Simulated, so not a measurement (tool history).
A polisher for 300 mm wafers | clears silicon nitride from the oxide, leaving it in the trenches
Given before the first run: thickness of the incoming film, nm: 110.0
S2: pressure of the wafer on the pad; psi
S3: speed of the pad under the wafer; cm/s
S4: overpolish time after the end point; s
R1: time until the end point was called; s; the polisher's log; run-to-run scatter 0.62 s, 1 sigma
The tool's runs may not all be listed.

run 1 day=0 | flow_of_slurry_(ml/min)=155 S2=3.5 S3=100 S4=49 | R1=83.762
run 2 day=0.2 | flow_of_slurry_(ml/min)=160 S2=3.6 S3=100 S4=49 | R1=82.083
run 3 day=0.571 | flow_of_slurry_(ml/min)=160 S2=3.6 S3=86 S4=49 | R1=93.193
run 4 day=0.767 | flow_of_slurry_(ml/min)=160 S2=2.8 S3=86 S4=49 | R1=117.79
-- day=0.962 head pressure recalibrated
run 5 day=0.962 | flow_of_slurry_(ml/min)=160 S2=3.6 S3=86 S4=49 | R1=101.93
run 6 day=1.275 | flow_of_slurry_(ml/min)=160 S2=3.6 S3=62 S4=49 | R1=127.29
run 7 day=1.379 | flow_of_slurry_(ml/min)=160 S2=3.9 S3=64 S4=49 | R1=115.89
run 8 day=1.65 | flow_of_slurry_(ml/min)=160 S2=4.1 S3=66 S4=49 | R1=109.95
run 9 day=1.862 | flow_of_slurry_(ml/min)=160 S2=4.3 S3=68 S4=49 | R1=102.14
run 10 day=1.929 | flow_of_slurry_(ml/min)=160 S2=4.5 S3=70 S4=49 | R1=92.98

Expected results for the next run?
run 11 day=2.042 | flow_of_slurry_(ml/min)=160 S2=4.6 S3=72 S4=49 | R1=?

{"run 11": {"R1": 91.54}}

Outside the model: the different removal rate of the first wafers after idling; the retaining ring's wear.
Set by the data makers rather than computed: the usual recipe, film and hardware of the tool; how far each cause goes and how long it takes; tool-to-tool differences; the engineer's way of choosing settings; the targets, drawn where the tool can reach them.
